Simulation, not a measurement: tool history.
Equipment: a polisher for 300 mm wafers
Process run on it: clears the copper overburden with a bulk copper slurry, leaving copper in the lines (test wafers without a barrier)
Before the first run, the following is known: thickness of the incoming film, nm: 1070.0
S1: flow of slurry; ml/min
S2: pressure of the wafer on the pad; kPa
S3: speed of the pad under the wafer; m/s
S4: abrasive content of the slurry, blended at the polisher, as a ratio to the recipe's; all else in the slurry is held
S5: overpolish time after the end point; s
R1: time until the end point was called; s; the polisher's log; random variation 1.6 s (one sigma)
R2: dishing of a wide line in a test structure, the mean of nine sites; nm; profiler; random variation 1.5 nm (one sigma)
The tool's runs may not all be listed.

{"run": 1, "hour": 0.0, "S1": 125, "S2": 24.1, "S3": 0.98, "S4": 1.0, "S5": 18, "R1": 90.468, "R2": 71.092}
{"run": 2, "hour": 7.1, "S1": 125, "S2": 22.8, "S3": 0.98, "S4": 1.0, "S5": 19, "R1": 96.331, "R2": 71.003}
{"run": 3, "hour": 9.3, "S1": 125, "S2": 27.6, "S3": 0.98, "S4": 1.0, "S5": 19, "R1": 81.512, "R2": 74.823}
{"run": 4, "hour": 17.3, "S1": 140, "S2": 27.6, "S3": 0.98, "S4": 1.0, "S5": 19, "R1": 79.221, "R2": 76.179}
{"run": 5, "hour": 19.8, "S1": 140, "S2": 26.2, "S3": 0.98, "S4": 1.0, "S5": 20, "R1": 81.791, "R2": 75.046}
{"run": 6, "hour": 24.0, "S1": 140, "S2": 26.2, "S3": 0.98, "S4": 1.0, "S5": 14, "R1": 81.89, "R2": 67.672}
{"run": 7, "hour": 25.1, "S1": 135, "S2": 24.8, "S3": 0.98, "S4": 1.0, "S5": 15, "R1": 86.938, "R2": 69.172}
{"run": 8, "hour": 27.2, "S1": 130, "S2": 23.4, "S3": 0.98, "S4": 1.0, "S5": 16, "R1": 91.262, "R2": 67.842}
{"run": 9, "hour": 30.5, "S1": 130, "S2": 23.4, "S3": 0.98, "S4": 1.0, "S5": 16, "R1": 90.573, "R2": 68.521}
{"run": 10, "hour": 32.5, "S1": 130, "S2": 22.1, "S3": 0.98, "S4": 1.0, "S5": 17, "R1": 95.597, "R2": 66.813}
{"run": 11, "hour": 39.5, "S1": 125, "S2": 21.4, "S3": 0.98, "S4": 1.0, "S5": 18, "R1": 97.81, "R2": 65.181}
{"run": 12, "hour": 43.7, "S1": 120, "S2": 20.7, "S3": 0.96, "S4": 1.0, "S5": 20, "R1": 104.04, "R2": 69.239}
{"run": 13, "hour": 51.3, "S1": 120, "S2": 20.0, "S3": 0.96, "S4": 1.0, "S5": 21, "R1": 107.59, "R2": 69.603}
{"run": 14, "hour": 59.7, "S1": 120, "S2": 20.0, "S3": 0.96, "S4": 1.0, "S5": 21, "R1": 107.29, "R2": 70.531}
{"run": 15, "hour": 60.7, "S1": 120, "S2": 19.3, "S3": 0.96, "S4": 1.0, "S5": 22, "R1": 108.07, "R2": 72.248}
{"run": 16, "hour": 66.0, "S1": 115, "S2": 18.6, "S3": 0.96, "S4": 1.0, "S5": 22, "R1": 113.93, "R2": 69.749}
{"run": 17, "hour": 68.7, "S1": 115, "S2": 18.6, "S3": 0.96, "S4": 1.0, "S5": 22, "R1": 112.46, "R2": 67.157}
{"run": 18, "hour": 75.8, "S1": 115, "S2": 17.9, "S3": 0.96, "S4": 1.0, "S5": 23, "R1": 118.03, "R2": 68.549}
{"run": 19, "hour": 82.7, "S1": 115, "S2": 17.9, "S3": 0.96, "S4": 1.0, "S5": 24, "R1": 115.63, "R2": 70.849}

What does the tool deliver on the next run?
{"hour": 86.3, "done": "head pressure recalibrated"}
{"run": 20, "hour": 86.3, "S1": 100, "S2": 13.8, "S3": 0.94, "S4": 1.0, "S5": 28, "R1": "?", "R2": "?"}

Run 20 came out at R1 154.480 s, R2 63.794 nm.
